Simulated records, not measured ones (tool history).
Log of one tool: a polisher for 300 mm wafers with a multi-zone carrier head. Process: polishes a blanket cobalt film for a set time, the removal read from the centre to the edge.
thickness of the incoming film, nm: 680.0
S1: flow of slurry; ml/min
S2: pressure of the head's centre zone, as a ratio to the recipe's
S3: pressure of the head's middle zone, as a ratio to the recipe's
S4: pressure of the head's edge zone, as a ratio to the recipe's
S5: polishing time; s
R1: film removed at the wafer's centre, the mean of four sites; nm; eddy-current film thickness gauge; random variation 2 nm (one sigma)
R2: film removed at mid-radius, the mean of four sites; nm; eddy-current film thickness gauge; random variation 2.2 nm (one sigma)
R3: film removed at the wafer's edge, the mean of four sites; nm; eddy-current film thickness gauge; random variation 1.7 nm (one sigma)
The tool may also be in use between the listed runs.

run	hour	S1	S2	S3	S4	S5	R1	R2	R3
1	0	160	1	1	1	50	214.41	210.06	214.94
2	7.8	160	1.08	1	1	50	229.28	205.92	216.2
3	9.6	160	1.13	1	1	50	239.47	206.17	214.82
4	16	160	1.13	1	1.08	50	239.09	209.97	220.34
# hour 20: edge zone pressure recalibrated
5	20	125	1.13	1	1.08	50	227.26	199.62	200.53
6	23.6	125	1.13	1.08	1.08	50	226.03	213.66	205.65

Run 7 comes next. What will it give?
7	29.3	120	1.14	1.1	1.06	48	?	?	?

{"run 7": {"R1": 214.74, "R2": 202.21, "R3": 195.32}}
